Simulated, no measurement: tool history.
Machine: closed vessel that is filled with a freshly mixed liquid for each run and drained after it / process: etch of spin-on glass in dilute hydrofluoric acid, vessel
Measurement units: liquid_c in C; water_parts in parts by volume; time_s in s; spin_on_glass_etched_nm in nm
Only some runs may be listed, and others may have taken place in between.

run  hour  liquid_c  water_parts  time_s  spin_on_glass_etched_nm
  1   0.0      25.0           70     140                   72.604
  2   4.4      27.5           70     140                   79.587
  3  12.4      25.0           70     140                   72.185
  4  18.0      22.0           70     140                   63.813
  5  22.4      22.0           70     150                   68.194
  6  25.7      21.0           70     150                   65.468
  7  32.6      20.0           70     150                   63.303

For run 8, what comes out?
  8  33.2      19.0           70     150                        ?

{"run 8": {"spin_on_glass_etched_nm": 60.727}}

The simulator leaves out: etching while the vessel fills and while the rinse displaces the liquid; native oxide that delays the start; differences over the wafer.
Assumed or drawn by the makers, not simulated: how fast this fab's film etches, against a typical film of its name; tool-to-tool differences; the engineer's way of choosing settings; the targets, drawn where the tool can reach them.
